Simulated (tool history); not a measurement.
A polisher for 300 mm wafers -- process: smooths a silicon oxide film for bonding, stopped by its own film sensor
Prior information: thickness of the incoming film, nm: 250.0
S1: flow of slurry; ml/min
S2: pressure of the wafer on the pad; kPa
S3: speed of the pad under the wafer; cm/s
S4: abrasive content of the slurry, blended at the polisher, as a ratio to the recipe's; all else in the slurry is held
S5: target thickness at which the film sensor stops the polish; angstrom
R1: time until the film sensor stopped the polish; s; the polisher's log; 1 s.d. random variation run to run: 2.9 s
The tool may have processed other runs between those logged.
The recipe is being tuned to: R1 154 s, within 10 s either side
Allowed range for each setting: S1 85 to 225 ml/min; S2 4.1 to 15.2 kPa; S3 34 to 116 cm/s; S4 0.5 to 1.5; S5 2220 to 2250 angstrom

{"run": 1, "hour": 0.0, "S1": 145, "S2": 9.7, "S3": 74, "S4": 1, "S5": 2220, "R1": 84.287}
{"run": 2, "hour": 2.1, "S1": 145, "S2": 9.7, "S3": 74, "S4": 1, "S5": 2220, "R1": 87.77}
{"run": 3, "hour": 3.6, "S1": 145, "S2": 8.3, "S3": 72, "S4": 1, "S5": 2220, "R1": 99.302}
{"run": 4, "hour": 8.4, "S1": 145, "S2": 8.3, "S3": 72, "S4": 1, "S5": 2250, "R1": 86.003}
{"run": 5, "hour": 15.2, "S1": 145, "S2": 8.3, "S3": 72, "S4": 1, "S5": 2220, "R1": 96.543}
{"run": 6, "hour": 20.6, "S1": 145, "S2": 7.6, "S3": 68, "S4": 1, "S5": 2220, "R1": 107.34}
{"run": 7, "hour": 25.4, "S1": 145, "S2": 6.9, "S3": 66, "S4": 1, "S5": 2220, "R1": 122.61}
{"run": 8, "hour": 29.6, "S1": 145, "S2": 6.2, "S3": 66, "S4": 1, "S5": 2220, "R1": 125.13}
{"run": 9, "hour": 33.9, "S1": 145, "S2": 5.5, "S3": 66, "S4": 1, "S5": 2220, "R1": 134.87}

Which one of the following 5 next-run settings gets every result inside its allowed miss? There is exactly one.
{"run": "A", "hour": 38.2, "S1": 135, "S2": 6.2, "S3": 66, "S4": 0.95, "S5": 2220, "R1": "?"}
{"run": "B", "hour": 38.2, "S1": 220, "S2": 6.2, "S3": 48, "S4": 1.1, "S5": 2220, "R1": "?"}
{"run": "C", "hour": 38.2, "S1": 170, "S2": 4.8, "S3": 78, "S4": 1, "S5": 2220, "R1": "?"}
{"run": "D", "hour": 38.2, "S1": 155, "S2": 6.2, "S3": 60, "S4": 1.05, "S5": 2240, "R1": "?"}
{"run": "E", "hour": 38.2, "S1": 130, "S2": 6.2, "S3": 62, "S4": 0.95, "S5": 2250, "R1": "?"}

move=A R1=127.68
move=B R1=144.75
move=C R1=123.43
move=D R1=120.41
move=E R1=120.84
A: moves away from the targets compared with the last run
B: every result lands within tolerance
C: moves away from the targets compared with the last run
D: moves away from the targets compared with the last run
E: moves away from the targets compared with the last run
The move that meets every target is B.
